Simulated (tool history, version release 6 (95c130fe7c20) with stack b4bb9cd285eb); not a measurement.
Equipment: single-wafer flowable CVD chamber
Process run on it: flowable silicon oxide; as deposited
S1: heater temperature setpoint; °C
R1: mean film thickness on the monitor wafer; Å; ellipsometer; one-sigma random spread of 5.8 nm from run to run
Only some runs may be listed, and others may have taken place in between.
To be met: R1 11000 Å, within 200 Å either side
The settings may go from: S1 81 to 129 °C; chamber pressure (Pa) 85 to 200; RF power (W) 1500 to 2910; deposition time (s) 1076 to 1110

{"run": 1, "day": 0.0, "S1": 105, "chamber pressure (Pa)": 143, "RF power (W)": 2205, "deposition time (s)": 1076, "R1": 7603.4}
{"run": 2, "day": 0.171, "S1": 98, "chamber pressure (Pa)": 143, "RF power (W)": 2205, "deposition time (s)": 1076, "R1": 9355.9}
{"run": 3, "day": 0.329, "S1": 107, "chamber pressure (Pa)": 143, "RF power (W)": 2205, "deposition time (s)": 1076, "R1": 7164.4}
{"run": 4, "day": 0.475, "S1": 103, "chamber pressure (Pa)": 143, "RF power (W)": 2205, "deposition time (s)": 1076, "R1": 8081.6}
{"run": 5, "day": 0.758, "S1": 113, "chamber pressure (Pa)": 143, "RF power (W)": 2205, "deposition time (s)": 1076, "R1": 6040.4}
{"day": 1.083, "done": "RF generator calibrated"}
{"run": 6, "day": 1.083, "S1": 108, "chamber pressure (Pa)": 143, "RF power (W)": 2205, "deposition time (s)": 1076, "R1": 7038.9}
{"run": 7, "day": 1.204, "S1": 104, "chamber pressure (Pa)": 143, "RF power (W)": 2205, "deposition time (s)": 1076, "R1": 7846.1}
{"run": 8, "day": 1.242, "S1": 101, "chamber pressure (Pa)": 143, "RF power (W)": 2205, "deposition time (s)": 1076, "R1": 8585.4}
{"run": 9, "day": 1.375, "S1": 99, "chamber pressure (Pa)": 143, "RF power (W)": 2205, "deposition time (s)": 1076, "R1": 9255.2}
{"run": 10, "day": 1.567, "S1": 98, "chamber pressure (Pa)": 143, "RF power (W)": 2205, "deposition time (s)": 1076, "R1": 9370.2}

Next run, 4 choices. One meets every target within its allowed miss, the rest don't. Which?
{"run": "A", "day": 1.758, "S1": 93, "chamber pressure (Pa)": 140, "RF power (W)": 2190, "deposition time (s)": 1110, "R1": "?"}
{"run": "B", "day": 1.758, "S1": 104, "chamber pressure (Pa)": 133, "RF power (W)": 2360, "deposition time (s)": 1076, "R1": "?"}
{"run": "C", "day": 1.758, "S1": 102, "chamber pressure (Pa)": 139, "RF power (W)": 2240, "deposition time (s)": 1109, "R1": "?"}
{"run": "D", "day": 1.758, "S1": 95, "chamber pressure (Pa)": 156, "RF power (W)": 2225, "deposition time (s)": 1101, "R1": "?"}

move=A R1=10956
move=B R1=7424.9
move=C R1=8378.9
move=D R1=11424
A: every result within its allowed miss
B: further off than the last run
C: further off than the last run
D: takes the result that was furthest off past its target
So the answer is move A, the one that meets all the targets.
